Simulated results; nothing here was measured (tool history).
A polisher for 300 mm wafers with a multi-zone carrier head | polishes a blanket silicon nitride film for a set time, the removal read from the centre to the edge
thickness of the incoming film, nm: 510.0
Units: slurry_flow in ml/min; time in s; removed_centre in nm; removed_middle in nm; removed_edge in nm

| run | hour | slurry_flow | centre_zone | middle_zone | edge_zone | time | removed_centre | removed_middle | removed_edge |
|---|---|---|---|---|---|---|---|---|---|
| 1 | 0 | 215 | 1 | 1 | 1 | 60 | 113.81 | 113.46 | 109.95 |
| 2 | 2 | 180 | 1 | 1 | 1 | 60 | 109.48 | 109.77 | 109.79 |
| 3 | 9.6 | 180 | 1 | 1 | 0.94 | 60 | 109.58 | 110.44 | 104.58 |
| 4 | 18 | 195 | 1.01 | 1 | 0.98 | 61 | 114.03 | 113.57 | 111.1 |
| 5 | 18.9 | 150 | 1.01 | 1 | 0.98 | 61 | 103.49 | 107.62 | 106.6 |
| 6 | 24.9 | 170 | 1.01 | 1 | 1.01 | 61 | 108.38 | 111.18 | 109.66 |
| 7 | 30.3 | 190 | 1.01 | 0.99 | 1.04 | 62 | 113.9 | 112.12 | 114.72 |
| 8 | 32.1 | 205 | 1.01 | 0.99 | 1.06 | 62 | 117.07 | 114.13 | 115.43 |
| 9 | 37.3 | 215 | 1 | 0.98 | 1.08 | 63 | 118.26 | 114.65 | 119.26 |
| 10 | 39.5 | 275 | 1.05 | 1.01 | 1.18 | 66 | 132.21 | 128.51 | 132.94 |
| 11 | 42.2 | 275 | 1.05 | 1.01 | 1.18 | 66 | 135.82 | 129.63 | 132.31 |
|  | 44.4 | edge zone pressure recalibrated |
| 12 | 44.4 | 270 | 1.05 | 1 | 1.18 | 66 | 131.78 | 126.91 | 138.24 |
| 13 | 47.6 | 270 | 1.05 | 1 | 1.17 | 66 | 134.89 | 128.1 | 138.53 |

Run 14 comes next. What will it give?
| 14 | 54.5 | 265 | 1.05 | 1 | 1.17 | 66 | ? | ? | ? |

{"run 14": {"removed_centre": 134.36, "removed_middle": 128.55, "removed_edge": 136.19}}
